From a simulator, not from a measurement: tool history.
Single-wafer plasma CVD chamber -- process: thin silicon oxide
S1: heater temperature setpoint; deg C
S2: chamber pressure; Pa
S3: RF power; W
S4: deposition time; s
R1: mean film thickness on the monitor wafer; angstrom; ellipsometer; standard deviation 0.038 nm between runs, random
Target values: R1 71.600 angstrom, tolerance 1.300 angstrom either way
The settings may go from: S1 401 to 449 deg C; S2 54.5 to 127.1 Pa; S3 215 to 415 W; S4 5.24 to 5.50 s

run	hour	S1	S2	S3	S4	R1
1	0.0	425	90.8	315	5.50	91.420
2	5.0	425	90.8	275	5.50	87.846
3	6.0	425	86.3	275	5.50	85.075
4	8.1	414	86.3	275	5.50	85.529
5	10.3	414	82.0	275	5.50	81.945
6	17.3	414	78.7	275	5.50	79.917
7	24.9	414	75.6	275	5.50	76.701
8	26.7	414	74.0	275	5.50	76.031
9	35.0	414	72.4	275	5.50	75.073

Below are 4 possible settings for the next run. Only one of them brings all results inside the allowed miss of their targets. Which is it?
A	43.3	411	78.5	300	5.29	?
B	43.3	421	78.3	275	5.50	?
C	43.3	415	71.2	290	5.24	?
D	43.3	415	73.6	280	5.35	?

move	R1
A	79.451
B	79.834
C	72.541
D	75.049
A: moves away from the targets compared with the last run
B: moves away from the targets compared with the last run
C: all results land within tolerance of their targets
D: neither nearer nor further off than the last run
Answer: C

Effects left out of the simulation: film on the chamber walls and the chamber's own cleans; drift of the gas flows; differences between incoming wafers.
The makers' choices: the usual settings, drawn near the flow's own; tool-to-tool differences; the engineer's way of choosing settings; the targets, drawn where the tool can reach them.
